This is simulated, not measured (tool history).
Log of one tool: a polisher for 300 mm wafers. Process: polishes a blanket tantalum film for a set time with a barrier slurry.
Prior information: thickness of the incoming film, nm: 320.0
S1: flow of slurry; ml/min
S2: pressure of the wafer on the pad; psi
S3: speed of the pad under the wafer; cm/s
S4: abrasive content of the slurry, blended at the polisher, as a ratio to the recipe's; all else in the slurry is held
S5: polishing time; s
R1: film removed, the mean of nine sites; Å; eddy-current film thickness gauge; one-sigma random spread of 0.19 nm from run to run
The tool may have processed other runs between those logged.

run  hour   S1   S2  S3  S4  S5      R1
  1     0  265  1.2  88   1  34  248.62
  2   8.3  265  1.2  88   1  34  250.13
  3  14.1  265  1.1  88   1  34  224.64
  4  21.2  265    1  88   1  34  206.82
  5  23.1  240    1  88   1  34   207.2
  6  26.3  290    1  88   1  34  209.07
  7  29.5  290  0.9  88   1  34  192.65
  8  38.2  290  0.8  88   1  34  169.28
  9  41.3  290  0.9  88   1  34  188.57
 10  49.1  290  0.8  88   1  34   167.9

Estimate the outcome of run 11 from the log above:
 11  56.6  290  0.9  88   1  34   ?

{"run 11": {"R1": 190.64}}

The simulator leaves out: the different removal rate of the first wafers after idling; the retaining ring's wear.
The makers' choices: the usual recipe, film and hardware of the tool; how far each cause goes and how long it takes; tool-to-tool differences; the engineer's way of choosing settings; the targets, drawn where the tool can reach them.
